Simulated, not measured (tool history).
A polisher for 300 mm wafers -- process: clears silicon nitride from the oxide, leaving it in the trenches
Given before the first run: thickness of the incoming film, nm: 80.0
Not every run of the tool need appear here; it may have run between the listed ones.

run  hour  flow of slurry (ml/min)  pressure of the wafer on the pad (kPa)  speed of the pad under the wafer (m/s)  overpolish time after the end point (s)  time until the end point was called (s)
  1   0.0                      260                                    17.2                                    0.84                                       34                                   142.61
  2   1.0                      260                                    15.9                                    0.84                                       34                                   154.78
  3   9.6                      260                                    15.9                                    0.84                                       36                                   153.28
  4  16.2                      260                                    17.2                                    0.84                                       36                                   143.79
     24.1  -- worn pad replaced by a new one
  5  24.1                      260                                    16.5                                    0.84                                       36                                   140.20
  6  31.9                      280                                    16.5                                    0.84                                       36                                   138.66
  7  33.7                      270                                    16.5                                    0.84                                       36                                   138.47
  8  36.1                      260                                    16.5                                    0.84                                       36                                   139.62
  9  41.2                      260                                    15.9                                    0.84                                       36                                   143.23
 10  44.5                      260                                    15.2                                    0.84                                       36                                   149.42
 11  50.5                      255                                    15.2                                    0.84                                       36                                   149.29

For run 12, what comes out?
 12  55.6                      250                                    14.5                                    0.84                                       36                                        ?

time until the end point was called (s): 153.80

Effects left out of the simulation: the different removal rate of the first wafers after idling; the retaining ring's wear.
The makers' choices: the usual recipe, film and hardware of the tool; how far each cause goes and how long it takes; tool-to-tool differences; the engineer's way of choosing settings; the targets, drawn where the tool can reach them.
